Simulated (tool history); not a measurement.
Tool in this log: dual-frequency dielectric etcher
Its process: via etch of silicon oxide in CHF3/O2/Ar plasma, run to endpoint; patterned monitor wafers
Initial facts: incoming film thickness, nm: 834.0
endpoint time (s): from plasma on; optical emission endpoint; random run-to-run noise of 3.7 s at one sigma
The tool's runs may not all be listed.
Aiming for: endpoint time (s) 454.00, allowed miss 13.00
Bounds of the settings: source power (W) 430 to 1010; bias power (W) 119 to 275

run 1 hour=0.0 | source_power_(W)=720 bias_power_(W)=197 | endpoint_time_(s)=369.44
run 2 hour=2.5 | source_power_(W)=650 bias_power_(W)=184 | endpoint_time_(s)=409.38
run 3 hour=5.3 | source_power_(W)=780 bias_power_(W)=184 | endpoint_time_(s)=374.67
run 4 hour=12.1 | source_power_(W)=780 bias_power_(W)=212 | endpoint_time_(s)=345.42
run 5 hour=20.6 | source_power_(W)=730 bias_power_(W)=212 | endpoint_time_(s)=357.57
run 6 hour=29.4 | source_power_(W)=650 bias_power_(W)=203 | endpoint_time_(s)=384.73
run 7 hour=31.4 | source_power_(W)=600 bias_power_(W)=197 | endpoint_time_(s)=399.50
run 8 hour=39.8 | source_power_(W)=560 bias_power_(W)=191 | endpoint_time_(s)=426.37
run 9 hour=40.6 | source_power_(W)=540 bias_power_(W)=190 | endpoint_time_(s)=438.11
run 10 hour=44.3 | source_power_(W)=530 bias_power_(W)=189 | endpoint_time_(s)=442.33

Of the 5 settings listed for the next run, only one would bring every result within its allowed miss of target. Which one?
run A hour=48.0 | source_power_(W)=620 bias_power_(W)=185 | endpoint_time_(s)=?
run B hour=48.0 | source_power_(W)=540 bias_power_(W)=216 | endpoint_time_(s)=?
run C hour=48.0 | source_power_(W)=560 bias_power_(W)=204 | endpoint_time_(s)=?
run D hour=48.0 | source_power_(W)=620 bias_power_(W)=177 | endpoint_time_(s)=?
run E hour=48.0 | source_power_(W)=540 bias_power_(W)=175 | endpoint_time_(s)=?

move=A endpoint_time_(s)=414.01
move=B endpoint_time_(s)=405.33
move=C endpoint_time_(s)=411.10
move=D endpoint_time_(s)=424.43
move=E endpoint_time_(s)=455.66
A: moves away from the targets compared with the last run
B: moves away from the targets compared with the last run
C: moves away from the targets compared with the last run
D: moves away from the targets compared with the last run
E: all results in spec
The right move is E.
